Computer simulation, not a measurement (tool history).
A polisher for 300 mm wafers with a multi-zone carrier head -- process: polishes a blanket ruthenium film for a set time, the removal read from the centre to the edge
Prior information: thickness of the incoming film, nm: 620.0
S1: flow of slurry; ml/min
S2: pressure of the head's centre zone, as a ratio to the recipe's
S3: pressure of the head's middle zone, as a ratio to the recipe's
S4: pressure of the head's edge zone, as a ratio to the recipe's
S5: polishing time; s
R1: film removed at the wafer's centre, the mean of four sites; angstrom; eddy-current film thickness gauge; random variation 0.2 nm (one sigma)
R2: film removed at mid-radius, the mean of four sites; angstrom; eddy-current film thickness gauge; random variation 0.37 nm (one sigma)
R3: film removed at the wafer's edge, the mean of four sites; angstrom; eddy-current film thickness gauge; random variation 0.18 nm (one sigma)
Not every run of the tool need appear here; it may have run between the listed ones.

{"run": 1, "day": 0.0, "S1": 270, "S2": 1, "S3": 1, "S4": 1, "S5": 31, "R1": 471.72, "R2": 464.12, "R3": 451.05}
{"run": 2, "day": 0.142, "S1": 255, "S2": 1, "S3": 0.99, "S4": 0.97, "S5": 28, "R1": 430.54, "R2": 414.63, "R3": 395.68}
{"run": 3, "day": 0.4, "S1": 250, "S2": 0.98, "S3": 0.98, "S4": 0.95, "S5": 26, "R1": 394.37, "R2": 376.34, "R3": 363.49}
{"run": 4, "day": 0.588, "S1": 245, "S2": 0.97, "S3": 0.98, "S4": 0.93, "S5": 24, "R1": 351.25, "R2": 350.15, "R3": 337.25}
{"run": 5, "day": 0.846, "S1": 245, "S2": 0.97, "S3": 0.98, "S4": 0.93, "S5": 21, "R1": 308.85, "R2": 301.73, "R3": 295.58}
{"run": 6, "day": 1.117, "S1": 245, "S2": 0.98, "S3": 0.98, "S4": 0.91, "S5": 20, "R1": 296.44, "R2": 290.65, "R3": 275.78}
{"run": 7, "day": 1.4, "S1": 245, "S2": 0.98, "S3": 0.98, "S4": 0.89, "S5": 20, "R1": 295.98, "R2": 296.17, "R3": 273.56}
{"run": 8, "day": 1.438, "S1": 245, "S2": 0.98, "S3": 0.97, "S4": 0.88, "S5": 19, "R1": 280.7, "R2": 272.32, "R3": 257.43}

For run 9, what comes out?
{"run": 9, "day": 1.721, "S1": 230, "S2": 0.99, "S3": 0.98, "S4": 0.81, "S5": 17, "R1": "?", "R2": "?", "R3": "?"}

Run 9 gave R1 250.73 angstrom, R2 251.73 angstrom, R3 228.15 angstrom.
